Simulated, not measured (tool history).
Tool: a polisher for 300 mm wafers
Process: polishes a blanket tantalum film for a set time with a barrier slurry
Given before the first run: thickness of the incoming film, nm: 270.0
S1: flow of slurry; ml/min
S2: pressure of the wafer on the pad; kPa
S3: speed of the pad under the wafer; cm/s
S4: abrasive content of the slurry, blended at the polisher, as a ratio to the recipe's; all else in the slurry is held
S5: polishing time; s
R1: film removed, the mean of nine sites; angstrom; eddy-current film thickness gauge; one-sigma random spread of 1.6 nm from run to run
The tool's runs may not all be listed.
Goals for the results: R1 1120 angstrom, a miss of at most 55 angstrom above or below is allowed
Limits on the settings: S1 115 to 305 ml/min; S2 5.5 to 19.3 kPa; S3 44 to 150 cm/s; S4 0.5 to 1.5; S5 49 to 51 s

| run | hour | S1 | S2 | S3 | S4 | S5 | R1 |
|---|---|---|---|---|---|---|---|
| 1 | 0 | 195 | 12.4 | 96 | 1 | 49 | 542.63 |
| 2 | 4.6 | 195 | 12.4 | 96 | 1 | 49 | 549.59 |
| 3 | 5.4 | 195 | 10.3 | 96 | 1 | 49 | 451.21 |
| 4 | 7.5 | 195 | 12.4 | 98 | 1 | 49 | 549.72 |
| 5 | 8.6 | 195 | 14.5 | 102 | 1 | 49 | 683.64 |
| 6 | 15.3 | 195 | 14.5 | 102 | 1 | 49 | 693.38 |
|  | 21.8 | slurry blender recalibrated |
| 7 | 21.8 | 195 | 15.9 | 104 | 1 | 49 | 852.55 |
| 8 | 29.2 | 195 | 16.5 | 104 | 1 | 49 | 878.65 |

Consider the 5 candidate settings below. Which is the only one whose results all fall within their allowed miss of target?
| A | 36.6 | 135 | 15.9 | 122 | 1.05 | 51 | ? |
| B | 36.6 | 200 | 18.6 | 102 | 1.05 | 50 | ? |
| C | 36.6 | 175 | 17.9 | 114 | 1.2 | 50 | ? |
| D | 36.6 | 215 | 17.2 | 104 | 1.05 | 50 | ? |
| E | 36.6 | 190 | 17.2 | 112 | 0.9 | 51 | ? |

| move | R1 |
|---|---|
| A | 949.86 |
| B | 976.45 |
| C | 1068.9 |
| D | 932.07 |
| E | 954.94 |
A: better than the last run, though not everything is in spec
B: better than the last run, though not everything is in spec
C: all results land within tolerance of their targets
D: better than the last run, though not everything is in spec
E: better than the last run, though not everything is in spec
Correct choice: C, which meets every target
